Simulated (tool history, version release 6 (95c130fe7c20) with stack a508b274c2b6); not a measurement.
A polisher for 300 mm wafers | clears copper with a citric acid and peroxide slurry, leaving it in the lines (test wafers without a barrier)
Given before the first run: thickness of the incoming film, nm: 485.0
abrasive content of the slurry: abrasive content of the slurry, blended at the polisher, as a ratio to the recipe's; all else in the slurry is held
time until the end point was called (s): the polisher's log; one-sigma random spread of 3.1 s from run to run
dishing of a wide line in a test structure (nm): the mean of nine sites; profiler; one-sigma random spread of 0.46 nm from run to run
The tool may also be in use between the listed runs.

| run | hour | flow of slurry (ml/min) | pressure of the wafer on the pad (psi) | speed of the pad under the wafer (cm/s) | abrasive content of the slurry | overpolish time after the end point (s) | time until the end point was called (s) | dishing of a wide line in a test structure (nm) |
|---|---|---|---|---|---|---|---|---|
| 1 | 0.0 | 205 | 3.2 | 122 | 1.0 | 12 | 152.73 | 26.327 |
| 2 | 8.4 | 180 | 3.2 | 122 | 1.0 | 12 | 157.03 | 25.806 |
| 3 | 16.2 | 180 | 3.2 | 122 | 1.0 | 13 | 160.39 | 28.097 |
| 4 | 25.1 | 180 | 3.2 | 108 | 1.0 | 13 | 180.37 | 25.405 |
| 5 | 33.8 | 140 | 3.2 | 108 | 1.0 | 13 | 189.44 | 24.513 |
| 6 | 42.6 | 140 | 3.4 | 106 | 1.0 | 15 | 179.72 | 29.101 |
| 7 | 49.8 | 140 | 3.4 | 106 | 1.0 | 17 | 179.63 | 32.494 |
| 8 | 57.3 | 135 | 3.4 | 106 | 1.0 | 18 | 183.80 | 34.130 |
| 9 | 65.5 | 140 | 3.4 | 106 | 1.0 | 18 | 178.52 | 34.408 |

Predict the results of run 10:
| 10 | 67.4 | 135 | 3.4 | 106 | 1.0 | 18 | ? | ? |

time until the end point was called (s): 180.81
dishing of a wide line in a test structure (nm): 33.892

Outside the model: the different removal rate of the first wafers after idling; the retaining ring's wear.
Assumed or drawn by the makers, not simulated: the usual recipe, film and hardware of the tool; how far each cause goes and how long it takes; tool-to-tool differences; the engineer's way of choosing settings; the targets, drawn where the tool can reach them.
